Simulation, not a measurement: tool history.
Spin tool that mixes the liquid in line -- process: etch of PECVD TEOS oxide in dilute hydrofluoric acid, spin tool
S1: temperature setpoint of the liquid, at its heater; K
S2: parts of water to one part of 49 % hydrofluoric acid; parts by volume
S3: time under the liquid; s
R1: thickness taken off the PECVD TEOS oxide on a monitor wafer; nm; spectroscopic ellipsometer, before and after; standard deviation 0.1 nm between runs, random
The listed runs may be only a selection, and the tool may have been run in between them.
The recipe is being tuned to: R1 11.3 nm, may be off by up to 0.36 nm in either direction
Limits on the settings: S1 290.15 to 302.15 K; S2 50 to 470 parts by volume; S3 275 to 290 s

run	hour	S1	S2	S3	R1
1	0	294.15	260	275	8.5652
2	8.5	292.65	260	275	8.08
3	12	290.15	260	275	7.3744
4	14.8	290.15	215	275	9.2588
5	17.5	290.15	215	275	9.2951
6	20.2	291.65	215	275	9.7475
7	24.7	292.65	215	275	10.283
8	27.4	293.15	215	275	10.229
9	28.6	293.15	215	275	10.408
10	34.9	295.65	210	275	11.551

Exactly one of the 5 candidate moves below puts every result within its allowed miss. Which one?
A	41.2	296.15	215	290	?
B	41.2	294.15	195	275	?
C	41.2	295.15	205	280	?
D	41.2	298.65	240	280	?
E	41.2	295.15	210	290	?

move	R1
A	12.154
B	12.029
C	11.979
D	11.211
E	12.05
A: the biggest miss grows against the last run
B: the biggest miss grows against the last run
C: the biggest miss grows against the last run
D: all results in spec
E: the biggest miss grows against the last run
Answer: D

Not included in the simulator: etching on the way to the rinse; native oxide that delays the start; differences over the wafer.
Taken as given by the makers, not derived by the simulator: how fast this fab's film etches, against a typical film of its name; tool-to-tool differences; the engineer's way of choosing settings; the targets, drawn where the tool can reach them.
